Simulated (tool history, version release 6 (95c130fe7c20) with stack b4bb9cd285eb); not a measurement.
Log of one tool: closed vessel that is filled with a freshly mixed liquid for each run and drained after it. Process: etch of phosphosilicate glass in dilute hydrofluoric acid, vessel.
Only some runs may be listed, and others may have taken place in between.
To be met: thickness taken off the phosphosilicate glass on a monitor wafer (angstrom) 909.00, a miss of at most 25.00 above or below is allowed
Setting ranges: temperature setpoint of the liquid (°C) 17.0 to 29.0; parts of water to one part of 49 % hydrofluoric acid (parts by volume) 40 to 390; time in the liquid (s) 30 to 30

run  hour  temperature setpoint of the liquid (°C)  parts of water to one part of 49 % hydrofluoric acid (parts by volume)  time in the liquid (s)  thickness taken off the phosphosilicate glass on a monitor wafer (angstrom)
  1   0.0                                     21.0                                                                     215                      30                                                                       228.48
  2   2.8                                     22.5                                                                     185                      30                                                                       287.13
  3   9.1                                     23.5                                                                     185                      30                                                                       298.18
  4  17.7                                     20.0                                                                     185                      30                                                                       262.70
  5  20.4                                     20.0                                                                     260                      30                                                                       173.06
  6  25.5                                     23.0                                                                     260                      30                                                                       192.38
  7  32.2                                     24.0                                                                     220                      30                                                                       248.29
  8  39.2                                     25.0                                                                     190                      30                                                                       310.14
  9  43.8                                     25.5                                                                     165                      30                                                                       370.25
 10  48.9                                     26.0                                                                     145                      30                                                                       436.88
 11  54.2                                     26.5                                                                     130                      30                                                                       509.91
 12  56.9                                     26.5                                                                     130                      30                                                                       510.60
 13  62.1                                     27.0                                                                     120                      30                                                                       567.16
 14  65.7                                     27.5                                                                     110                      30                                                                       640.06
 15  68.4                                     28.0                                                                     105                      30                                                                       678.16

Pick the move, out of 4, that brings all results within their allowed miss; only one does.
  A  71.1                                     27.0                                                                     150                      30                                                                            ?
  B  71.1                                     28.5                                                                      80                      30                                                                            ?
  C  71.1                                     27.5                                                                      80                      30                                                                            ?
  D  71.1                                     29.0                                                                      90                      30                                                                            ?

move  thickness taken off the phosphosilicate glass on a monitor wafer (angstrom)
   A                                                                       437.21
   B                                                                       951.14
   C                                                                       914.90
   D                                                                       849.81
A: lands further from the targets than the last run did
B: moves the result that the last run missed by most past its target, out the other side
C: all results in spec
D: gains on the last run, yet a result remains outside its allowed miss
The move that meets every target is C.
